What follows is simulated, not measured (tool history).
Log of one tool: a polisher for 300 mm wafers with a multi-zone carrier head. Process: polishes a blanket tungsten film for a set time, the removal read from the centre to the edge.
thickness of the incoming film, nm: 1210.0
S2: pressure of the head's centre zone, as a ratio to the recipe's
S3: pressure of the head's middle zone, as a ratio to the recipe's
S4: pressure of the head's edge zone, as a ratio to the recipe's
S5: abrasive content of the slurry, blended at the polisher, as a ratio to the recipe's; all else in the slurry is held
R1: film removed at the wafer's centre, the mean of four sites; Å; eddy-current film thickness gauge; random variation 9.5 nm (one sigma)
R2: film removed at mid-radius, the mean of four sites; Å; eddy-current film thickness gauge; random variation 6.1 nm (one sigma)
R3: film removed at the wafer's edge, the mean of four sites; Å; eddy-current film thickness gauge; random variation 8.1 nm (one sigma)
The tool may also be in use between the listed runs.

{"run": 1, "day": 0.0, "flow of slurry (ml/min)": 270, "S2": 1.0, "S3": 1.0, "S4": 1.0, "S5": 1.0, "polishing time (s)": 65, "R1": 4651.7, "R2": 4536.4, "R3": 4674.9}
{"run": 2, "day": 0.362, "flow of slurry (ml/min)": 275, "S2": 1.02, "S3": 1.03, "S4": 1.02, "S5": 1.15, "polishing time (s)": 67, "R1": 5360.3, "R2": 5073.2, "R3": 5149.1}
{"run": 3, "day": 0.529, "flow of slurry (ml/min)": 280, "S2": 1.02, "S3": 1.07, "S4": 1.05, "S5": 1.2, "polishing time (s)": 68, "R1": 5417.8, "R2": 5378.2, "R3": 5246.6}
{"run": 4, "day": 0.896, "flow of slurry (ml/min)": 280, "S2": 1.02, "S3": 1.08, "S4": 1.06, "S5": 1.3, "polishing time (s)": 69, "R1": 5455.8, "R2": 5575.6, "R3": 5550.1}
{"run": 5, "day": 1.133, "flow of slurry (ml/min)": 285, "S2": 1.04, "S3": 1.1, "S4": 1.07, "S5": 1.35, "polishing time (s)": 70, "R1": 5675.4, "R2": 5852.0, "R3": 5607.0}
{"run": 6, "day": 1.221, "flow of slurry (ml/min)": 285, "S2": 1.04, "S3": 1.1, "S4": 1.07, "S5": 1.15, "polishing time (s)": 70, "R1": 5491.2, "R2": 5613.9, "R3": 5305.1}
{"run": 7, "day": 1.438, "flow of slurry (ml/min)": 285, "S2": 1.05, "S3": 1.1, "S4": 1.07, "S5": 1.25, "polishing time (s)": 71, "R1": 5743.0, "R2": 5814.4, "R3": 5637.4}
{"run": 8, "day": 1.6, "flow of slurry (ml/min)": 290, "S2": 1.06, "S3": 1.11, "S4": 1.08, "S5": 1.3, "polishing time (s)": 71, "R1": 5908.0, "R2": 5806.2, "R3": 5709.3}
{"run": 9, "day": 1.95, "flow of slurry (ml/min)": 290, "S2": 1.06, "S3": 1.12, "S4": 1.08, "S5": 1.35, "polishing time (s)": 72, "R1": 5867.1, "R2": 6053.5, "R3": 5816.5}

Forecast run 10:
{"run": 10, "day": 2.179, "flow of slurry (ml/min)": 290, "S2": 1.07, "S3": 1.13, "S4": 1.08, "S5": 1.4, "polishing time (s)": 73, "R1": "?", "R2": "?", "R3": "?"}

R1: 6027.9 Å
R2: 6279.3 Å
R3: 6051.6 Å

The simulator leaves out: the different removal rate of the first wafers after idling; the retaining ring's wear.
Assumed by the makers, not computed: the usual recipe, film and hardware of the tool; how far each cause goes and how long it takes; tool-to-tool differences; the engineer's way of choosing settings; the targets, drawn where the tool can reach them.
